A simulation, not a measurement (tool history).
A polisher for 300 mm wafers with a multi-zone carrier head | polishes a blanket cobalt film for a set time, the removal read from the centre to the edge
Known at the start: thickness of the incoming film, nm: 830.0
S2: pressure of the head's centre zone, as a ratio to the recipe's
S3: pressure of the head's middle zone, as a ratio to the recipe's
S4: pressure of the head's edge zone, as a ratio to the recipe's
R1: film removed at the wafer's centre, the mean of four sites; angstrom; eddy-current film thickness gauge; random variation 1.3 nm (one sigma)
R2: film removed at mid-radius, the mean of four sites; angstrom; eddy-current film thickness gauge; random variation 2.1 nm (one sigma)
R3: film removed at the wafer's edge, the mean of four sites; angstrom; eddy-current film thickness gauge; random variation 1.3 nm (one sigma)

run 1 hour=0.0 | flow_of_slurry_(ml/min)=275 S2=1.00 S3=1.00 S4=1.00 polishing_time_(s)=58 | R1=2014.6 R2=1931.9 R3=1950.8
run 2 hour=3.7 | flow_of_slurry_(ml/min)=275 S2=1.00 S3=0.94 S4=1.00 polishing_time_(s)=58 | R1=2011.3 R2=1812.2 R3=1964.9
run 3 hour=10.0 | flow_of_slurry_(ml/min)=275 S2=1.00 S3=0.94 S4=1.05 polishing_time_(s)=58 | R1=2003.7 R2=1823.6 R3=2034.1
run 4 hour=18.0 | flow_of_slurry_(ml/min)=270 S2=0.97 S3=0.93 S4=1.03 polishing_time_(s)=56 | R1=1855.2 R2=1758.1 R3=1917.1
run 5 hour=21.5 | flow_of_slurry_(ml/min)=265 S2=0.94 S3=0.91 S4=1.01 polishing_time_(s)=55 | R1=1763.8 R2=1700.2 R3=1878.8
run 6 hour=23.6 | flow_of_slurry_(ml/min)=260 S2=0.92 S3=0.90 S4=0.99 polishing_time_(s)=54 | R1=1680.7 R2=1651.0 R3=1784.3

The next listed run, before its measurement:
run 7 hour=27.7 | flow_of_slurry_(ml/min)=255 S2=0.90 S3=0.88 S4=0.98 polishing_time_(s)=53 | R1=? R2=? R3=?

{"run 7": {"R1": 1624.3, "R2": 1614.7, "R3": 1771.7}}
